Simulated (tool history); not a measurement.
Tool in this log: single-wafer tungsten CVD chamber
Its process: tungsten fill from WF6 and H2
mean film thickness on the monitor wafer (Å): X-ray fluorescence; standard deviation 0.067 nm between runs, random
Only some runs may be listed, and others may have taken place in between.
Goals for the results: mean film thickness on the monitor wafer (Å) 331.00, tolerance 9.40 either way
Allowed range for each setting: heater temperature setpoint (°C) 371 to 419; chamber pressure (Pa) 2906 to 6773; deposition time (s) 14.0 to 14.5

run  hour  heater temperature setpoint (°C)  chamber pressure (Pa)  deposition time (s)  mean film thickness on the monitor wafer (Å)
  1   0.0                               395                   4840                 14.0                                        383.82
  2   6.9                               401                   4840                 14.0                                        423.83
  3  15.4                               401                   4480                 14.0                                        408.55
  4  16.0                               401                   4000                 14.0                                        388.52
  5  24.1                               401                   4000                 14.5                                        403.18
  6  28.4                               401                   4000                 14.0                                        388.27
  7  37.4                               398                   3973                 14.0                                        368.78
  8  39.0                               396                   3960                 14.0                                        357.99
  9  44.7                               394                   3946                 14.0                                        344.84

Next run, 4 choices. One meets every target within its allowed miss, the rest don't. Which?
  A  50.4                               391                   3693                 14.5                                             ?
  B  50.4                               394                   3680                 14.5                                             ?
  C  50.4                               398                   3493                 14.0                                             ?
  D  50.4                               394                   4133                 14.0                                             ?

move  mean film thickness on the monitor wafer (Å)
   A                                        329.55
   B                                        345.89
   C                                        348.56
   D                                        351.60
A: meets every target
B: its largest miss is bigger than the last run's
C: its largest miss is bigger than the last run's
D: its largest miss is bigger than the last run's
A is the move that brings every result within its allowed miss.

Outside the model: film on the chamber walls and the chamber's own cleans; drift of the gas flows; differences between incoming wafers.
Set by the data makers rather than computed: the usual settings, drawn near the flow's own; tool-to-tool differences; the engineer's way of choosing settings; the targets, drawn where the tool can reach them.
